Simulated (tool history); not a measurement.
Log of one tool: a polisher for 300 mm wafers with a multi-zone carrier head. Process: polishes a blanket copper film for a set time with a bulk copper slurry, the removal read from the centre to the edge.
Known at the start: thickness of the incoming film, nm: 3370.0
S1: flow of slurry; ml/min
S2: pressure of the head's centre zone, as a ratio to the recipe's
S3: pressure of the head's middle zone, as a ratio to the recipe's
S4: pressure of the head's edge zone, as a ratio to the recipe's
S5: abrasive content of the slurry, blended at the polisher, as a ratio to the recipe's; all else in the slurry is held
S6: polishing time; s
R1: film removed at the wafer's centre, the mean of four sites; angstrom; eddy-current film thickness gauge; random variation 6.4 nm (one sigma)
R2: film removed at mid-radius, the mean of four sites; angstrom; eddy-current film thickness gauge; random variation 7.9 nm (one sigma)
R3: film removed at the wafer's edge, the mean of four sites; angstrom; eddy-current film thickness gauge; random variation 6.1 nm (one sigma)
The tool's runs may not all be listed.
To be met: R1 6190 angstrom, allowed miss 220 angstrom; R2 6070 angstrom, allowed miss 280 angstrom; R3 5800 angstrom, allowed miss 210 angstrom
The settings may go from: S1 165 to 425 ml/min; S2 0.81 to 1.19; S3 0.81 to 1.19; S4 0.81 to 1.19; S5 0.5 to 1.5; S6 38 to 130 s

run	hour	S1	S2	S3	S4	S5	S6	R1	R2	R3
1	0	275	1	1	1	1	84	10859	9691.4	9641.8
2	1.4	270	0.98	0.99	0.97	0.9	77	9554	8742	8451.9
3	9.4	225	0.98	0.99	0.97	0.9	77	9365.3	8570.2	8222.2
4	12.9	225	0.98	0.99	0.97	0.9	94	11386	10247	10128
5	18.2	225	0.98	0.99	0.97	0.75	94	10957	9827.6	9641
6	27.1	225	0.98	0.99	0.97	0.75	81	9587.7	8556.4	8390.7
7	32.4	220	0.95	0.97	0.95	0.7	76	8392.8	7627.7	7662.5
8	38.4	215	0.93	0.97	0.92	0.65	73	7745.7	7453.6	7106.9
# hour 42: centre zone pressure recalibrated
9	42	210	0.92	0.95	0.9	0.6	71	6466.7	6823.7	6668.2
10	47.8	205	0.95	0.95	0.88	0.6	70	6598.4	6770.9	6578
11	54.2	205	0.98	0.95	0.87	0.6	68	6576.8	6453.1	6325.3
12	58.3	205	0.99	0.95	0.86	0.6	68	6756.9	6522.4	6168
13	60.7	205	0.99	0.95	0.86	0.6	68	6644	6596	6349.2

Which of these 5 next moves meets every target?
A	63.1	180	1.01	0.81	1.01	0.55	72	?	?	?
B	63.1	180	1.03	1.03	0.98	0.65	59	?	?	?
C	63.1	280	0.94	0.85	0.81	0.55	69	?	?	?
D	63.1	210	0.85	0.96	0.81	0.5	76	?	?	?
E	63.1	190	0.87	0.92	0.92	0.6	72	?	?	?

move	R1	R2	R3
A	7058.5	5845.3	7052.9
B	6140.6	6078.7	5902.3
C	6615.5	6098.8	6312.4
D	6248.8	7073.3	6650.1
E	6243	6669.9	6905.4
A: further off than the last run
B: meets every target
C: nearer than the last run, and not there yet
D: further off than the last run
E: further off than the last run
The right move is B.

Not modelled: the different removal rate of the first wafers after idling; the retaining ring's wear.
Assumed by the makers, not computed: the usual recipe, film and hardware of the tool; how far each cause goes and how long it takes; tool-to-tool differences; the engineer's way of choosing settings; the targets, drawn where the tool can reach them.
